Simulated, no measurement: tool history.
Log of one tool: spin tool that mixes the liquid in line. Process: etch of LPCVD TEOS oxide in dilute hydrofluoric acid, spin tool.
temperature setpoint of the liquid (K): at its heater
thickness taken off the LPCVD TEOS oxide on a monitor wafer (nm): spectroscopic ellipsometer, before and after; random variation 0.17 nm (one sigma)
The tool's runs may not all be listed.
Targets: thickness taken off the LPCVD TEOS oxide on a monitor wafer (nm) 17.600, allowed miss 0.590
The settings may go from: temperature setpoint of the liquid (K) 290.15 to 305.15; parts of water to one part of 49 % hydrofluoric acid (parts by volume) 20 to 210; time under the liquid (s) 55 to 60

run  hour  temperature setpoint of the liquid (K)  parts of water to one part of 49 % hydrofluoric acid (parts by volume)  time under the liquid (s)  thickness taken off the LPCVD TEOS oxide on a monitor wafer (nm)
  1   0.0                                  297.15                                                                     115                         55                                                            12.271
  2   6.6                                  297.15                                                                      95                         55                                                            15.531
  3  13.0                                  297.65                                                                      95                         55                                                            15.358
  4  20.3                                  297.65                                                                      95                         55                                                            15.491
  5  26.3                                  298.15                                                                      95                         55                                                            15.904
  6  30.4                                  298.15                                                                     115                         55                                                            12.797
  7  34.3                                  298.65                                                                     115                         55                                                            13.279
     38.7  -- hydrofluoric acid flow meter replaced
  8  38.7                                  299.15                                                                     115                         55                                                            12.569
  9  41.0                                  299.15                                                                     110                         55                                                            13.241

4 next moves are on the table. One of them brings every result within its allowed miss. Which?
  A  43.3                                  299.15                                                                      80                         60                                                                 ?
  B  43.3                                  297.15                                                                      80                         55                                                                 ?
  C  43.3                                  299.15                                                                      85                         60                                                                 ?
  D  43.3                                  300.15                                                                     110                         60                                                                 ?

move  thickness taken off the LPCVD TEOS oxide on a monitor wafer (nm)
   A                                                            20.537
   B                                                            17.383
   C                                                            19.201
   D                                                            14.928
A: takes the result that was furthest off past its target
B: meets every target
C: takes the result that was furthest off past its target
D: nearer than the last run, and not there yet
Answer: B

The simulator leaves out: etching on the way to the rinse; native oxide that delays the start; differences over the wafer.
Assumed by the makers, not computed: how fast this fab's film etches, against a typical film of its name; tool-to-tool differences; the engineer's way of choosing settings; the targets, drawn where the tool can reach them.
